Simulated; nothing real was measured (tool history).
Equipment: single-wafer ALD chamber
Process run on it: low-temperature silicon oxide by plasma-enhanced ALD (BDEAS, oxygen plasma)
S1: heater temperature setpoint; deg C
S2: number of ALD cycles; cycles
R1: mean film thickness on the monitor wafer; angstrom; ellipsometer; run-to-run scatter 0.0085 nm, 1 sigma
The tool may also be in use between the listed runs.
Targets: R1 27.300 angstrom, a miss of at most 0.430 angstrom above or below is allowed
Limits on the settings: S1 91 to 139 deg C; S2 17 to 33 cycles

Run 1, hour 0.0: S1 115 deg C, S2 25 cycles. Result: R1 34.015 angstrom.
Run 2, hour 6.0: S1 124 deg C, S2 25 cycles. Result: R1 33.509 angstrom.
Run 3, hour 11.3: S1 124 deg C, S2 28 cycles. Result: R1 37.359 angstrom.
Run 4, hour 15.3: S1 125 deg C, S2 26 cycles. Result: R1 35.032 angstrom.
Run 5, hour 16.7: S1 125 deg C, S2 25 cycles. Result: R1 33.345 angstrom.
Run 6, hour 19.4: S1 115 deg C, S2 25 cycles. Result: R1 34.018 angstrom.
Run 7, hour 24.4: S1 116 deg C, S2 24 cycles. Result: R1 32.712 angstrom.
Run 8, hour 32.9: S1 117 deg C, S2 23 cycles. Result: R1 31.400 angstrom.
Run 9, hour 33.5: S1 118 deg C, S2 22 cycles. Result: R1 29.941 angstrom.
Run 10, hour 35.4: S1 119 deg C, S2 22 cycles. Result: R1 29.836 angstrom.
Run 11, hour 42.4: S1 120 deg C, S2 22 cycles. Result: R1 29.704 angstrom.
Run 12, hour 46.5: S1 122 deg C, S2 22 cycles. Result: R1 29.499 angstrom.
Run 13, hour 54.8: S1 124 deg C, S2 22 cycles. Result: R1 29.628 angstrom.
Run 14, hour 57.8: S1 125 deg C, S2 22 cycles. Result: R1 29.514 angstrom.
Run 15, hour 61.8: S1 126 deg C, S2 22 cycles. Result: R1 29.364 angstrom.
Run 16, hour 70.3: S1 127 deg C, S2 22 cycles. Result: R1 29.300 angstrom.
Run 17, hour 75.7: S1 128 deg C, S2 22 cycles. Result: R1 29.268 angstrom.
Run 18, hour 82.6: S1 129 deg C, S2 22 cycles. Result: R1 29.327 angstrom.
Run 19, hour 91.3: S1 129 deg C, S2 22 cycles. Result: R1 29.134 angstrom.

Next run, 4 choices. One meets every target within its allowed miss, the rest don't. Which?
Run A, hour 100.0: S1 124 deg C, S2 24 cycles. Result: R1 ?.
Run B, hour 100.0: S1 115 deg C, S2 24 cycles. Result: R1 ?.
Run C, hour 100.0: S1 118 deg C, S2 20 cycles. Result: R1 ?.
Run D, hour 100.0: S1 120 deg C, S2 21 cycles. Result: R1 ?.

move      R1
   A  32.220
   B  32.812
   C  27.179
   D  28.423
A: misses by more than the last run did
B: misses by more than the last run did
C: all results in spec
D: gains on the last run, yet a result remains outside its allowed miss
Move C is the one to make.
